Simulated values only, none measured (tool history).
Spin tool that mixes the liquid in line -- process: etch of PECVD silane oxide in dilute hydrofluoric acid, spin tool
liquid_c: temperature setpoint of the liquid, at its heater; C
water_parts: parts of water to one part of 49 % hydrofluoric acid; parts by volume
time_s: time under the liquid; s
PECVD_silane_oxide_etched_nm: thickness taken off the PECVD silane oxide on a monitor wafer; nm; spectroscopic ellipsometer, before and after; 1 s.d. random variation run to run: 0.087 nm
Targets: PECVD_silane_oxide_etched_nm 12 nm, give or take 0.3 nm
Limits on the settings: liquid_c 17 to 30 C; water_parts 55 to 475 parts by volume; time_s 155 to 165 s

Run 1, day 0: liquid_c 22 C, water_parts 265 parts by volume, time_s 155 s. Result: PECVD_silane_oxide_etched_nm 19.866 nm.
Run 2, day 0.262: liquid_c 22 C, water_parts 265 parts by volume, time_s 155 s. Result: PECVD_silane_oxide_etched_nm 20.079 nm.
Run 3, day 0.529: liquid_c 20.5 C, water_parts 290 parts by volume, time_s 155 s. Result: PECVD_silane_oxide_etched_nm 16.787 nm.
Run 4, day 0.683: liquid_c 20.5 C, water_parts 290 parts by volume, time_s 155 s. Result: PECVD_silane_oxide_etched_nm 16.623 nm.
Run 5, day 0.95: liquid_c 20.5 C, water_parts 355 parts by volume, time_s 155 s. Result: PECVD_silane_oxide_etched_nm 12.998 nm.
Run 6, day 1.067: liquid_c 20 C, water_parts 355 parts by volume, time_s 155 s. Result: PECVD_silane_oxide_etched_nm 12.662 nm.
At day 1.212: hydrofluoric acid flow meter replaced.
Run 7, day 1.212: liquid_c 19.5 C, water_parts 355 parts by volume, time_s 155 s. Result: PECVD_silane_oxide_etched_nm 11.41 nm.
Run 8, day 1.433: liquid_c 20 C, water_parts 355 parts by volume, time_s 155 s. Result: PECVD_silane_oxide_etched_nm 11.629 nm.

Exactly one of the 4 candidate moves below puts every result within its allowed miss. Which one?
Run A, day 1.654: liquid_c 19.5 C, water_parts 375 parts by volume, time_s 165 s. Result: PECVD_silane_oxide_etched_nm ?.
Run B, day 1.654: liquid_c 18 C, water_parts 345 parts by volume, time_s 165 s. Result: PECVD_silane_oxide_etched_nm ?.
Run C, day 1.654: liquid_c 19 C, water_parts 370 parts by volume, time_s 165 s. Result: PECVD_silane_oxide_etched_nm ?.
Run D, day 1.654: liquid_c 20.5 C, water_parts 380 parts by volume, time_s 165 s. Result: PECVD_silane_oxide_etched_nm ?.

move  PECVD_silane_oxide_etched_nm
   A                        11.352
   B                        11.985
   C                         11.35
   D                        11.554
A: misses by more than the last run did
B: hits every target within its allowed miss
C: misses by more than the last run did
D: misses by more than the last run did
B is the move that brings every result within its allowed miss.
